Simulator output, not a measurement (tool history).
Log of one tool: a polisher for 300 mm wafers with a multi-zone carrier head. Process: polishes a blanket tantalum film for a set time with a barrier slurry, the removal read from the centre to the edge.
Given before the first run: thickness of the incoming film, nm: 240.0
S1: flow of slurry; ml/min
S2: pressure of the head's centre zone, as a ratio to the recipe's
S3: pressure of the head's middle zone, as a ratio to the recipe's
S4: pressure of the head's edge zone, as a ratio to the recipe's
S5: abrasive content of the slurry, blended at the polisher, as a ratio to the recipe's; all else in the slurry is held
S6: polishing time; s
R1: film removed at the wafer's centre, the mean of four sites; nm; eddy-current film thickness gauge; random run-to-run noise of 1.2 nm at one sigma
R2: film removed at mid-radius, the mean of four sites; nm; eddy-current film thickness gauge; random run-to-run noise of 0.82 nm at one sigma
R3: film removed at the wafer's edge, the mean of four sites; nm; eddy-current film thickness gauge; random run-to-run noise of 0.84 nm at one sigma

Run 1, day 0: S1 195 ml/min, S2 1, S3 1, S4 1, S5 1, S6 41 s. Result: R1 79.068 nm, R2 81.417 nm, R3 79.656 nm.
Run 2, day 0.325: S1 175 ml/min, S2 1, S3 1, S4 1, S5 1, S6 41 s. Result: R1 78.497 nm, R2 79.181 nm, R3 79.207 nm.
Run 3, day 0.596: S1 175 ml/min, S2 1, S3 1, S4 1, S5 1, S6 32 s. Result: R1 62.28 nm, R2 62.256 nm, R3 61.267 nm.
Run 4, day 0.738: S1 180 ml/min, S2 1.02, S3 1.01, S4 1.02, S5 1.05, S6 33 s. Result: R1 64.753 nm, R2 65.688 nm, R3 64.046 nm.
Run 5, day 0.921: S1 180 ml/min, S2 1.02, S3 1.01, S4 0.98, S5 1.05, S6 33 s. Result: R1 66.159 nm, R2 65.414 nm, R3 63.828 nm.
Run 6, day 1.112: S1 180 ml/min, S2 1.02, S3 0.98, S4 0.98, S5 1.05, S6 33 s. Result: R1 66.027 nm, R2 63.976 nm, R3 63.551 nm.
Run 7, day 1.483: S1 185 ml/min, S2 1.03, S3 0.98, S4 0.98, S5 1.1, S6 34 s. Result: R1 67.377 nm, R2 67.033 nm, R3 66.486 nm.
Run 8, day 1.712: S1 180 ml/min, S2 1.05, S3 0.98, S4 0.97, S5 1.1, S6 35 s. Result: R1 71.95 nm, R2 68.246 nm, R3 67.677 nm.
Run 9, day 1.888: S1 180 ml/min, S2 1.06, S3 0.98, S4 0.97, S5 1.15, S6 36 s. Result: R1 74.915 nm, R2 70.348 nm, R3 70.438 nm.
Run 10, day 2.175: S1 185 ml/min, S2 1.07, S3 0.98, S4 0.97, S5 1.2, S6 37 s. Result: R1 78.219 nm, R2 75.569 nm, R3 74.662 nm.
Run 11, day 2.35: S1 190 ml/min, S2 1.08, S3 0.98, S4 0.97, S5 1.25, S6 37 s. Result: R1 80.208 nm, R2 75.256 nm, R3 74.352 nm.
Run 12, day 2.4: S1 195 ml/min, S2 1.09, S3 0.98, S4 0.98, S5 1.3, S6 37 s. Result: R1 81.69 nm, R2 76.429 nm, R3 76.234 nm.

Expected results for the next run?
Run 13, day 2.517: S1 195 ml/min, S2 1.09, S3 0.98, S4 0.98, S5 1.3, S6 37 s. Result: R1 ?, R2 ?, R3 ?.

For run 13 the tool returned R1 81.867 nm, R2 75.618 nm, R3 74.646 nm.

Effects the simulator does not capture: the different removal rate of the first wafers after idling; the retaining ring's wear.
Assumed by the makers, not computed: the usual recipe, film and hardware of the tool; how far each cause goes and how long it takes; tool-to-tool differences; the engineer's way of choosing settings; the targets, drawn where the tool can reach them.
